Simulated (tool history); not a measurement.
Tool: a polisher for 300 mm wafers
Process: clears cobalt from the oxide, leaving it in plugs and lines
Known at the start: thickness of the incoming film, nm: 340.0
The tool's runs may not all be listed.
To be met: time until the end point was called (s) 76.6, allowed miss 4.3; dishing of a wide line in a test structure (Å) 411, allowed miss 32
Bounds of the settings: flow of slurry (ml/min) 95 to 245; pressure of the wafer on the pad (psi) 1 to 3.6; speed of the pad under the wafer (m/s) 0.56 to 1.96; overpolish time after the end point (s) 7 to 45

run	day	flow of slurry (ml/min)	pressure of the wafer on the pad (psi)	speed of the pad under the wafer (m/s)	overpolish time after the end point (s)	time until the end point was called (s)	dishing of a wide line in a test structure (Å)
1	0	155	2.3	1.26	23	43.225	511.06
2	0.121	155	1.9	1.24	18	51.277	449.73
3	0.146	155	1.6	1.22	19	64.212	441.68
4	0.192	155	1.6	1.1	19	67.329	414.43
5	0.346	155	1.9	1.1	19	57.288	443.64
6	0.588	155	1.7	1.1	19	65.449	428.2
7	0.729	155	1.6	1.1	19	69.757	405.05
8	1.008	155	1.4	1.06	26	80.213	446.92

4 next moves are on the table. One of them brings every result within its allowed miss. Which?
A	1.288	155	1.7	0.96	29	?	?
B	1.288	165	1.5	1.06	20	?	?
C	1.288	145	1.9	1.02	12	?	?
D	1.288	155	1.6	1	44	?	?

move	time until the end point was called (s)	dishing of a wide line in a test structure (Å)
A	74.32	472.85
B	75.264	414.3
C	63.769	349.28
D	75.628	510.44
A: further off than the last run
B: meets every target
C: takes the result that was furthest off past its target
D: further off than the last run
The right move is B.
